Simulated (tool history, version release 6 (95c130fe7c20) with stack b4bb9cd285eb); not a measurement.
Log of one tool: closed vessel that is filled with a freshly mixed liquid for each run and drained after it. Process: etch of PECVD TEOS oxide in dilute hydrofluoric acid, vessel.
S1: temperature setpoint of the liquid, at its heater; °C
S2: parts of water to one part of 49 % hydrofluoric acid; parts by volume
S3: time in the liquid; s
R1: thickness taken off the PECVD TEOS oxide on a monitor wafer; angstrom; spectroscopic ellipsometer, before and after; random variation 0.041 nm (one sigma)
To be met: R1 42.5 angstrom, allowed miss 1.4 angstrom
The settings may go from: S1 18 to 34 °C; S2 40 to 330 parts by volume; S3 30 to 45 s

run	day	S1	S2	S3	R1
1	0	26	185	45	47.961
2	0.121	25	185	45	46.482
3	0.3	25	135	45	67.621
4	0.371	23.5	145	45	59.245
5	0.488	23.5	170	45	48.49
6	0.55	22.5	170	45	46.631
7	0.642	22	170	45	46.553
8	0.775	21.5	170	45	46.099
9	0.842	21.5	170	45	45.416
10	0.9	21	170	45	45.075

Which of these 5 next moves meets every target?
A	0.958	21	135	30	?
B	0.958	20	160	45	?
C	0.958	19	165	45	?
D	0.958	21	165	45	?
E	0.958	24	210	45	?

move	R1
A	38.507
B	45.618
C	42.3
D	45.771
E	38.423
A: takes the result that was furthest off past its target
B: further off than the last run
C: meets every target
D: further off than the last run
E: takes the result that was furthest off past its target
Answer: C

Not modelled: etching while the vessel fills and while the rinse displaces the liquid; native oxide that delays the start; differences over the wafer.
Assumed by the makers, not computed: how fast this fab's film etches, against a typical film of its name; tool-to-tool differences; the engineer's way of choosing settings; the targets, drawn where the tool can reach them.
